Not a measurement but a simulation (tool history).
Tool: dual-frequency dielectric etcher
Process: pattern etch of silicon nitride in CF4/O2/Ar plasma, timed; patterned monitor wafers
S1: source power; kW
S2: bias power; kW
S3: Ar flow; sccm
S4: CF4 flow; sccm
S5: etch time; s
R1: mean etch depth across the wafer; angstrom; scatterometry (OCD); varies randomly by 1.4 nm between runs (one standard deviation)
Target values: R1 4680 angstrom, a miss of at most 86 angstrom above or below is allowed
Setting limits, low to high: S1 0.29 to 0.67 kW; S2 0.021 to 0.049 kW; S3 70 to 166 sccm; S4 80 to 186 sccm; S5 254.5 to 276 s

| run | hour | S1 | S2 | S3 | S4 | S5 | R1 |
|---|---|---|---|---|---|---|---|
| 1 | 0 | 0.48 | 0.035 | 118 | 133 | 276 | 4183 |
| 2 | 0.9 | 0.49 | 0.035 | 118 | 133 | 276 | 4250.7 |
| 3 | 8.3 | 0.49 | 0.031 | 118 | 133 | 276 | 4099.8 |
| 4 | 9.8 | 0.49 | 0.031 | 109 | 133 | 276 | 4132.2 |
| 5 | 16.5 | 0.49 | 0.031 | 100 | 133 | 276 | 4164 |
| 6 | 22.5 | 0.5 | 0.031 | 100 | 133 | 276 | 4228.2 |
| 7 | 28.7 | 0.51 | 0.031 | 100 | 133 | 276 | 4289.1 |
| 8 | 34.7 | 0.52 | 0.031 | 100 | 133 | 276 | 4344.4 |
| 9 | 37.6 | 0.53 | 0.031 | 100 | 133 | 276 | 4401.6 |
| 10 | 38.2 | 0.53 | 0.031 | 100 | 133 | 276 | 4396.4 |
| 11 | 45.5 | 0.54 | 0.031 | 100 | 133 | 276 | 4488.6 |

Consider the 5 candidate settings below. Which is the only one whose results all fall within their allowed miss of target?
| A | 52.8 | 0.52 | 0.03 | 84 | 117 | 276 | ? |
| B | 52.8 | 0.53 | 0.03 | 101 | 126 | 264.5 | ? |
| C | 52.8 | 0.5 | 0.035 | 103 | 116 | 270 | ? |
| D | 52.8 | 0.51 | 0.04 | 88 | 117 | 276 | ? |
| E | 52.8 | 0.54 | 0.03 | 101 | 142 | 269 | ? |

| move | R1 |
|---|---|
| A | 4360.1 |
| B | 4166.5 |
| C | 4252.5 |
| D | 4722.1 |
| E | 4353.1 |
A: its largest miss is bigger than the last run's
B: its largest miss is bigger than the last run's
C: its largest miss is bigger than the last run's
D: each result inside its tolerance
E: its largest miss is bigger than the last run's
Answer: D

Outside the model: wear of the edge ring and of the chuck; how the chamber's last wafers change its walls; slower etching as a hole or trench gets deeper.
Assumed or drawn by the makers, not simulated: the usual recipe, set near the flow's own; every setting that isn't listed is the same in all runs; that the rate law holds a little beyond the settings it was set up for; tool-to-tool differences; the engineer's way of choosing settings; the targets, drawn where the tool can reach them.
